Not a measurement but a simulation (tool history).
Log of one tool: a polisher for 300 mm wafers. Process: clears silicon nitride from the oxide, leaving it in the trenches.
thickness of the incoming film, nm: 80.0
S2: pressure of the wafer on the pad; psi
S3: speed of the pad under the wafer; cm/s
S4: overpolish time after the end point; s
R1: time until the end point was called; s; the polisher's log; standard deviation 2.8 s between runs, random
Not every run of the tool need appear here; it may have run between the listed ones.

{"run": 1, "day": 0.0, "flow of slurry (ml/min)": 250, "S2": 2.3, "S3": 92, "S4": 37, "R1": 106.21}
{"run": 2, "day": 0.371, "flow of slurry (ml/min)": 250, "S2": 1.8, "S3": 92, "S4": 37, "R1": 133.51}
{"run": 3, "day": 0.529, "flow of slurry (ml/min)": 250, "S2": 1.8, "S3": 112, "S4": 37, "R1": 109.71}
{"run": 4, "day": 0.679, "flow of slurry (ml/min)": 250, "S2": 1.7, "S3": 110, "S4": 37, "R1": 114.61}
{"run": 5, "day": 0.946, "flow of slurry (ml/min)": 250, "S2": 1.7, "S3": 122, "S4": 37, "R1": 107.05}
{"run": 6, "day": 1.125, "flow of slurry (ml/min)": 250, "S2": 1.7, "S3": 136, "S4": 37, "R1": 93.873}
{"run": 7, "day": 1.3, "flow of slurry (ml/min)": 250, "S2": 1.7, "S3": 136, "S4": 37, "R1": 92.712}
{"run": 8, "day": 1.354, "flow of slurry (ml/min)": 250, "S2": 1.6, "S3": 130, "S4": 37, "R1": 104.99}
{"run": 9, "day": 1.679, "flow of slurry (ml/min)": 250, "S2": 1.5, "S3": 126, "S4": 37, "R1": 112.43}

Predict the results of run 10:
{"run": 10, "day": 1.717, "flow of slurry (ml/min)": 250, "S2": 1.4, "S3": 122, "S4": 37, "R1": "?"}

R1: 121.810 s

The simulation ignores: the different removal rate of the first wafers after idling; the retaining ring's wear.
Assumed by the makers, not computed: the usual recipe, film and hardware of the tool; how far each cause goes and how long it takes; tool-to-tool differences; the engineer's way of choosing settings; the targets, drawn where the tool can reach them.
